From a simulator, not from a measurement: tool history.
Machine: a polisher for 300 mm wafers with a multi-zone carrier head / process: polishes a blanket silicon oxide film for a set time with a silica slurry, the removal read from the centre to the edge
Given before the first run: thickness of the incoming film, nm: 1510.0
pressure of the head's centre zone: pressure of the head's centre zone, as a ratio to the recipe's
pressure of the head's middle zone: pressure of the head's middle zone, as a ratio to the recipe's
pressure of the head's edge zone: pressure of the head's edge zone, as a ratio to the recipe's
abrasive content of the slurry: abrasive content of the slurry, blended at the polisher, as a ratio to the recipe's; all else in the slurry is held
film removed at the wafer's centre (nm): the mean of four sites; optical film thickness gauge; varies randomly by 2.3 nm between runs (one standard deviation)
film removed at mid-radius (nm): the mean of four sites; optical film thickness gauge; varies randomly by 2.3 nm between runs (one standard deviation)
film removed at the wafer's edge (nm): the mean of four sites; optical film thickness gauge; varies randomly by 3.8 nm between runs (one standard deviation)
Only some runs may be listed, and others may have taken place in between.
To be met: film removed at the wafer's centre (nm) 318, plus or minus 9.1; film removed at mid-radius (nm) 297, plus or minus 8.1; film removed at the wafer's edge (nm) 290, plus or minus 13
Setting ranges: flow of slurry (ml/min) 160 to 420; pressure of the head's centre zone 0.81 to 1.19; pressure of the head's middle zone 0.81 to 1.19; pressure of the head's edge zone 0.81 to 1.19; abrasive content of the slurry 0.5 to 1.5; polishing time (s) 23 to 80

run   hour  flow of slurry (ml/min)  pressure of the head's centre zone  pressure of the head's middle zone  pressure of the head's edge zone  abrasive content of the slurry  polishing time (s)  film removed at the wafer's centre (nm)  film removed at mid-radius (nm)  film removed at the wafer's edge (nm)
  1      0                      270                                   1                                   1                                 1                               1                  51                                   182.68                           184.16                                 179.06
  2    8.2                      275                                1.02                                1.01                              1.03                             1.1                  52                                   200.28                            199.9                                 197.37
  3   15.1                      285                                1.05                                1.03                              1.05                            1.15                  53                                   210.78                           206.87                                 208.95
  4   23.1                      285                                1.05                                1.03                              1.05                            1.05                  53                                    205.8                           199.63                                 193.15
  5   29.8                      285                                1.05                                1.03                              1.12                            1.05                  53                                   204.08                           202.29                                 204.47
  6   38.6                      285                                1.05                                1.03                              1.19                            1.05                  53                                   204.08                            200.8                                 213.42
  7   47.6                      295                                1.08                                1.05                              1.18                            1.15                  54                                   223.78                            213.6                                 218.99
  8   52.8                      295                                1.09                                1.06                              1.18                             1.2                  56                                   233.98                           224.13                                 240.76
  9   58.3                      310                                1.11                                1.08                              1.16                            1.25                  57                                   251.39                            239.7                                  243.7
 10   67.2                      315                                1.12                                1.09                              1.16                             1.3                  58                                   261.82                           248.87                                 243.62
 11   70.8                      310                                1.13                                1.09                              1.16                            1.35                  59                                   277.26                           254.03                                 255.04
 12   78.5                      310                                1.13                                 1.1                              1.16                             1.4                  60                                    279.7                           262.21                                 256.39
 13   80.2                      320                                1.13                                 1.1                              1.17                             1.4                  61                                    284.7                           266.63                                 267.39
 14   82.6                      320                                1.14                                1.11                              1.17                             1.4                  62                                   295.73                           273.79                                 274.92
      91.6  -- worn pad replaced by a new one
 15   91.6                      325                                1.14                                1.12                              1.17                             1.4                  62                                   342.08                           325.07                                 311.62
 16  100.6                      320                                1.14                                1.12                              1.17                             1.4                  62                                   338.59                           320.02                                 317.13
 17  104.7                      320                                1.14                                1.12                              1.16                             1.4                  62                                   343.25                           317.02                                 314.24

Which single option among these 5 for the next run brings every result within its allowed miss of target? Just one does.
  A  108.8                      345                                1.14                                1.19                              1.11                            1.45                  57                                        ?                                ?                                      ?
  B  108.8                      385                                1.17                                0.99                              0.98                             1.5                  60                                        ?                                ?                                      ?
  C  108.8                      320                                1.13                                1.16                              1.09                            1.35                  60                                        ?                                ?                                      ?
  D  108.8                      360                                1.18                                1.19                              1.09                             1.5                  57                                        ?                                ?                                      ?
  E  108.8                      340                                1.16                                1.14                              1.14                            1.45                  56                                        ?                                ?                                      ?

move  film removed at the wafer's centre (nm)  film removed at mid-radius (nm)  film removed at the wafer's edge (nm)
   A                                   316.66                           312.16                                 294.37
   B                                   349.19                              298                                 297.39
   C                                   319.92                           313.15                                 298.14
   D                                   332.92                           316.81                                 295.82
   E                                   316.06                            297.7                                 293.03
A: the furthest-off result lands on target, but another misses its tolerance
B: moves away from the targets compared with the last run
C: the furthest-off result lands on target, but another misses its tolerance
D: better than the last run, though not everything is in spec
E: meets every target
Go with E: it meets all targets.

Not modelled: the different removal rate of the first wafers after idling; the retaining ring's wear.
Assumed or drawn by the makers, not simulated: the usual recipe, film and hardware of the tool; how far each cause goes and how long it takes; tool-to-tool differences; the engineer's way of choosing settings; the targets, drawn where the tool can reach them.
